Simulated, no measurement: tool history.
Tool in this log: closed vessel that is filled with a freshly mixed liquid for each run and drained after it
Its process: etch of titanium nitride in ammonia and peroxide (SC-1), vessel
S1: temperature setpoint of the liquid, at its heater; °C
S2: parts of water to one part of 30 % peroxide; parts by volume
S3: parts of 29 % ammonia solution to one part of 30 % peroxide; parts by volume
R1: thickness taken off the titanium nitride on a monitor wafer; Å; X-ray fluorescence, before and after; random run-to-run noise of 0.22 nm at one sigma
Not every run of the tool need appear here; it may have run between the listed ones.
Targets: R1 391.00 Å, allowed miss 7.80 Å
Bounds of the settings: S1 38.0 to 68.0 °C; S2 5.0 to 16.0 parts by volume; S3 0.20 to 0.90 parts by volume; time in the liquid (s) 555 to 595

run 1 hour=0.0 | S1=52.0 S2=9.0 S3=0.50 time_in_the_liquid_(s)=555 | R1=287.93
run 2 hour=4.6 | S1=53.0 S2=9.0 S3=0.50 time_in_the_liquid_(s)=555 | R1=309.28
run 3 hour=6.6 | S1=53.0 S2=9.0 S3=0.40 time_in_the_liquid_(s)=555 | R1=292.10
run 4 hour=14.8 | S1=53.0 S2=12.0 S3=0.40 time_in_the_liquid_(s)=555 | R1=254.21
run 5 hour=24.1 | S1=53.0 S2=12.0 S3=0.50 time_in_the_liquid_(s)=555 | R1=265.60
run 6 hour=33.0 | S1=53.0 S2=11.0 S3=0.50 time_in_the_liquid_(s)=555 | R1=276.02
run 7 hour=36.1 | S1=59.0 S2=11.0 S3=0.50 time_in_the_liquid_(s)=555 | R1=413.98
run 8 hour=41.5 | S1=58.5 S2=11.0 S3=0.50 time_in_the_liquid_(s)=555 | R1=399.93

Next run, 4 choices. One meets every target within its allowed miss, the rest don't. Which?
run A hour=46.9 | S1=59.5 S2=15.0 S3=0.65 time_in_the_liquid_(s)=555 | R1=?
run B hour=46.9 | S1=55.5 S2=9.5 S3=0.45 time_in_the_liquid_(s)=595 | R1=?
run C hour=46.9 | S1=60.5 S2=13.5 S3=0.30 time_in_the_liquid_(s)=580 | R1=?
run D hour=46.9 | S1=57.0 S2=8.5 S3=0.45 time_in_the_liquid_(s)=565 | R1=?

move=A R1=379.93
move=B R1=372.88
move=C R1=389.80
move=D R1=414.71
A: moves the result that the last run missed by most past its target, out the other side
B: moves the result that the last run missed by most past its target, out the other side
C: each result inside its tolerance
D: the biggest miss grows against the last run
C is the move that brings every result within its allowed miss.
